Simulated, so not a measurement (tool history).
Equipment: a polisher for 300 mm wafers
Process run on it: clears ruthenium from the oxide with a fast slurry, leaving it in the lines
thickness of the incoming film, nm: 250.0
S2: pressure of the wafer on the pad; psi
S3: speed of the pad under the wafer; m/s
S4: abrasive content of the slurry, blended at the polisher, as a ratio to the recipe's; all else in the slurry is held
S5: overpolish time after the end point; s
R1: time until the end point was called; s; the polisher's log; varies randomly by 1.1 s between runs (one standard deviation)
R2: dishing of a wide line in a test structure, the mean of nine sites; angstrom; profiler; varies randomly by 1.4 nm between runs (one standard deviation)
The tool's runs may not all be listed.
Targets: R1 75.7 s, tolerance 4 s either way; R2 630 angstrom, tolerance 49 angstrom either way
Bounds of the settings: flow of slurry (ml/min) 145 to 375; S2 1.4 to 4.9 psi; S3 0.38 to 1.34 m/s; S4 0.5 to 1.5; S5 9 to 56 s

{"run": 1, "hour": 0.0, "flow of slurry (ml/min)": 240, "S2": 3.1, "S3": 0.86, "S4": 1, "S5": 29, "R1": 51.106, "R2": 619.79}
{"run": 2, "hour": 5.5, "flow of slurry (ml/min)": 300, "S2": 3.1, "S3": 0.86, "S4": 1, "S5": 29, "R1": 50.325, "R2": 620.93}
{"run": 3, "hour": 12.3, "flow of slurry (ml/min)": 300, "S2": 3.1, "S3": 0.86, "S4": 0.85, "S5": 29, "R1": 55.052, "R2": 626.94}
{"run": 4, "hour": 20.2, "flow of slurry (ml/min)": 300, "S2": 3.1, "S3": 0.86, "S4": 0.65, "S5": 29, "R1": 64.32, "R2": 568.02}
{"run": 5, "hour": 23.3, "flow of slurry (ml/min)": 300, "S2": 2.4, "S3": 0.86, "S4": 0.65, "S5": 29, "R1": 79.235, "R2": 524.76}
{"run": 6, "hour": 29.5, "flow of slurry (ml/min)": 300, "S2": 2.4, "S3": 0.86, "S4": 0.65, "S5": 31, "R1": 79.574, "R2": 536.62}
{"run": 7, "hour": 30.2, "flow of slurry (ml/min)": 300, "S2": 2.4, "S3": 0.86, "S4": 0.65, "S5": 33, "R1": 80.176, "R2": 553.15}
{"run": 8, "hour": 34.0, "flow of slurry (ml/min)": 300, "S2": 2.4, "S3": 0.86, "S4": 0.65, "S5": 33, "R1": 80.607, "R2": 549.61}

Exercise: of the 5 proposed moves below, exactly one satisfies all targets within the stated allowed misses. Which move is it?
{"run": "A", "hour": 37.8, "flow of slurry (ml/min)": 360, "S2": 3, "S3": 0.66, "S4": 0.65, "S5": 43, "R1": "?", "R2": "?"}
{"run": "B", "hour": 37.8, "flow of slurry (ml/min)": 240, "S2": 2.2, "S3": 1.04, "S4": 0.65, "S5": 42, "R1": "?", "R2": "?"}
{"run": "C", "hour": 37.8, "flow of slurry (ml/min)": 270, "S2": 2.8, "S3": 0.7, "S4": 0.65, "S5": 47, "R1": "?", "R2": "?"}
{"run": "D", "hour": 37.8, "flow of slurry (ml/min)": 345, "S2": 1.9, "S3": 0.9, "S4": 0.85, "S5": 46, "R1": "?", "R2": "?"}
{"run": "E", "hour": 37.8, "flow of slurry (ml/min)": 320, "S2": 2.6, "S3": 0.6, "S4": 0.95, "S5": 44, "R1": "?", "R2": "?"}

move=A R1=86.142 R2=598.98
move=B R1=77.295 R2=617.95
move=C R1=89.007 R2=611.69
move=D R1=84.729 R2=617.77
move=E R1=87.996 R2=599.37
A: corrects the largest miss of the last run, while another result sits out of spec
B: meets every target
C: corrects the largest miss of the last run, while another result sits out of spec
D: corrects the largest miss of the last run, while another result sits out of spec
E: corrects the largest miss of the last run, while another result sits out of spec
Move B is the one to make.
